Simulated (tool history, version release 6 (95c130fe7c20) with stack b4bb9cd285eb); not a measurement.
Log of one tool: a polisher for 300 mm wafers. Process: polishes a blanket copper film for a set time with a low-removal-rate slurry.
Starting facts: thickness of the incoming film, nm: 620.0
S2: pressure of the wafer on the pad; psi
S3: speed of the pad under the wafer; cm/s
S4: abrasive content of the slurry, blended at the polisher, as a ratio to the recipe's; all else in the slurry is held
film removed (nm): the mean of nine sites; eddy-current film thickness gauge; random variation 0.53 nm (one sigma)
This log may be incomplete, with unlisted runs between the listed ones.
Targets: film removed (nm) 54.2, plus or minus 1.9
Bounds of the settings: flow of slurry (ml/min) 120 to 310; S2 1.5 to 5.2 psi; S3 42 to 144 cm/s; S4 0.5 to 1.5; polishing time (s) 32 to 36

Run 1, hour 0: flow of slurry (ml/min) 200, S2 3.3 psi, S3 92 cm/s, S4 1, polishing time (s) 36. Result: film removed (nm) 111.98.
Run 2, hour 3.7: flow of slurry (ml/min) 200, S2 3.1 psi, S3 90 cm/s, S4 1, polishing time (s) 36. Result: film removed (nm) 101.3.
Run 3, hour 5.6: flow of slurry (ml/min) 200, S2 2.9 psi, S3 90 cm/s, S4 1, polishing time (s) 36. Result: film removed (nm) 94.65.
Run 4, hour 8.5: flow of slurry (ml/min) 220, S2 2.9 psi, S3 90 cm/s, S4 1, polishing time (s) 36. Result: film removed (nm) 96.518.
Run 5, hour 16.1: flow of slurry (ml/min) 220, S2 2.7 psi, S3 88 cm/s, S4 1, polishing time (s) 36. Result: film removed (nm) 87.033.
Run 6, hour 16.8: flow of slurry (ml/min) 220, S2 2.5 psi, S3 88 cm/s, S4 1, polishing time (s) 36. Result: film removed (nm) 82.105.
Run 7, hour 22.1: flow of slurry (ml/min) 220, S2 2.5 psi, S3 88 cm/s, S4 1, polishing time (s) 36. Result: film removed (nm) 80.533.
Run 8, hour 27.6: flow of slurry (ml/min) 220, S2 2.4 psi, S3 88 cm/s, S4 1, polishing time (s) 36. Result: film removed (nm) 78.127.
Run 9, hour 32.5: flow of slurry (ml/min) 220, S2 2.3 psi, S3 88 cm/s, S4 1, polishing time (s) 36. Result: film removed (nm) 73.939.
Run 10, hour 33.5: flow of slurry (ml/min) 215, S2 2.2 psi, S3 88 cm/s, S4 1, polishing time (s) 36. Result: film removed (nm) 71.041.
Run 11, hour 36.8: flow of slurry (ml/min) 210, S2 2.1 psi, S3 88 cm/s, S4 1, polishing time (s) 36. Result: film removed (nm) 67.65.
Run 12, hour 44.6: flow of slurry (ml/min) 205, S2 2.1 psi, S3 88 cm/s, S4 1, polishing time (s) 36. Result: film removed (nm) 68.114.
Run 13, hour 49.3: flow of slurry (ml/min) 200, S2 2 psi, S3 88 cm/s, S4 1, polishing time (s) 36. Result: film removed (nm) 65.465.
Run 14, hour 50.7: flow of slurry (ml/min) 200, S2 1.9 psi, S3 88 cm/s, S4 1, polishing time (s) 36. Result: film removed (nm) 62.712.
Run 15, hour 53.9: flow of slurry (ml/min) 195, S2 1.9 psi, S3 88 cm/s, S4 1, polishing time (s) 36. Result: film removed (nm) 62.431.
Run 16, hour 57.2: flow of slurry (ml/min) 185, S2 1.5 psi, S3 86 cm/s, S4 1, polishing time (s) 36. Result: film removed (nm) 47.396.
Run 17, hour 65.9: flow of slurry (ml/min) 190, S2 1.5 psi, S3 86 cm/s, S4 1, polishing time (s) 36. Result: film removed (nm) 48.441.
Run 18, hour 70.3: flow of slurry (ml/min) 195, S2 1.5 psi, S3 86 cm/s, S4 1, polishing time (s) 36. Result: film removed (nm) 48.346.
Run 19, hour 72.3: flow of slurry (ml/min) 200, S2 1.5 psi, S3 86 cm/s, S4 1, polishing time (s) 36. Result: film removed (nm) 48.17.
Run 20, hour 80.9: flow of slurry (ml/min) 205, S2 1.9 psi, S3 86 cm/s, S4 1, polishing time (s) 36. Result: film removed (nm) 61.389.
Run 21, hour 83.4: flow of slurry (ml/min) 200, S2 1.9 psi, S3 86 cm/s, S4 1, polishing time (s) 36. Result: film removed (nm) 61.006.
Run 22, hour 87.5: flow of slurry (ml/min) 200, S2 1.9 psi, S3 86 cm/s, S4 1, polishing time (s) 36. Result: film removed (nm) 60.564.
Run 23, hour 92: flow of slurry (ml/min) 195, S2 1.9 psi, S3 86 cm/s, S4 1, polishing time (s) 36. Result: film removed (nm) 60.856.

4 next moves are on the table. One of them brings every result within its allowed miss. Which?
Run A, hour 96.5: flow of slurry (ml/min) 155, S2 1.7 psi, S3 94 cm/s, S4 0.7, polishing time (s) 36. Result: film removed (nm) ?.
Run B, hour 96.5: flow of slurry (ml/min) 220, S2 1.7 psi, S3 78 cm/s, S4 1.15, polishing time (s) 36. Result: film removed (nm) ?.
Run C, hour 96.5: flow of slurry (ml/min) 155, S2 2.5 psi, S3 70 cm/s, S4 0.95, polishing time (s) 35. Result: film removed (nm) ?.
Run D, hour 96.5: flow of slurry (ml/min) 220, S2 2.2 psi, S3 70 cm/s, S4 0.75, polishing time (s) 32. Result: film removed (nm) ?.

move  film removed (nm)
   A             54.329
   B             51.992
   C             60.344
   D             49.258
A: all results land within tolerance of their targets
B: takes the biggest miss from the last run beyond its target
C: gains on the last run, yet a result remains outside its allowed miss
D: takes the biggest miss from the last run beyond its target
The move that meets every target is A.
